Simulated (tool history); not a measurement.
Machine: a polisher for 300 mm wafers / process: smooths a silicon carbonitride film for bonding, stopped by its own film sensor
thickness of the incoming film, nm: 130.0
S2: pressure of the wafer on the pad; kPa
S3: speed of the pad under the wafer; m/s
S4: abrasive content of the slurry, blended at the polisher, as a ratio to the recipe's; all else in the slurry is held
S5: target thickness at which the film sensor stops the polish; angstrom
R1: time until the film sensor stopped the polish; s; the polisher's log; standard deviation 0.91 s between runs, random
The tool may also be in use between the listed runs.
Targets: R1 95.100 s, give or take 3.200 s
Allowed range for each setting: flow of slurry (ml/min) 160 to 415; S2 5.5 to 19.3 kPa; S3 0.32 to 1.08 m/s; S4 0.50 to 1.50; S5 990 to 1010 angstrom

{"run": 1, "hour": 0.0, "flow of slurry (ml/min)": 265, "S2": 12.4, "S3": 0.7, "S4": 1.0, "S5": 1010, "R1": 154.24}
{"run": 2, "hour": 4.6, "flow of slurry (ml/min)": 265, "S2": 13.1, "S3": 0.7, "S4": 1.0, "S5": 1010, "R1": 143.66}
{"run": 3, "hour": 8.6, "flow of slurry (ml/min)": 265, "S2": 13.8, "S3": 0.7, "S4": 1.0, "S5": 1010, "R1": 136.6}
{"run": 4, "hour": 15.9, "flow of slurry (ml/min)": 265, "S2": 14.5, "S3": 0.7, "S4": 1.0, "S5": 1010, "R1": 131.65}
{"run": 5, "hour": 23.1, "flow of slurry (ml/min)": 265, "S2": 15.2, "S3": 0.7, "S4": 1.0, "S5": 1010, "R1": 122.83}
{"run": 6, "hour": 26.9, "flow of slurry (ml/min)": 265, "S2": 15.2, "S3": 0.7, "S4": 1.15, "S5": 1010, "R1": 115.06}
{"run": 7, "hour": 28.0, "flow of slurry (ml/min)": 265, "S2": 15.9, "S3": 0.7, "S4": 1.15, "S5": 1010, "R1": 109.79}
{"run": 8, "hour": 31.1, "flow of slurry (ml/min)": 270, "S2": 17.2, "S3": 0.7, "S4": 1.15, "S5": 1010, "R1": 102.18}

Of the 4 settings listed for the next run, only one would bring every result within its allowed miss of target. Which one?
{"run": "A", "hour": 34.2, "flow of slurry (ml/min)": 250, "S2": 18.6, "S3": 0.8, "S4": 1.05, "S5": 990, "R1": "?"}
{"run": "B", "hour": 34.2, "flow of slurry (ml/min)": 285, "S2": 15.9, "S3": 0.78, "S4": 1.1, "S5": 1010, "R1": "?"}
{"run": "C", "hour": 34.2, "flow of slurry (ml/min)": 200, "S2": 18.6, "S3": 0.76, "S4": 0.95, "S5": 1010, "R1": "?"}
{"run": "D", "hour": 34.2, "flow of slurry (ml/min)": 230, "S2": 17.2, "S3": 0.8, "S4": 1.05, "S5": 990, "R1": "?"}

move=A R1=97.782
move=B R1=105.060
move=C R1=103.880
move=D R1=106.120
A: each result inside its tolerance
B: its largest miss is bigger than the last run's
C: its largest miss is bigger than the last run's
D: its largest miss is bigger than the last run's
A is the move that brings every result within its allowed miss.

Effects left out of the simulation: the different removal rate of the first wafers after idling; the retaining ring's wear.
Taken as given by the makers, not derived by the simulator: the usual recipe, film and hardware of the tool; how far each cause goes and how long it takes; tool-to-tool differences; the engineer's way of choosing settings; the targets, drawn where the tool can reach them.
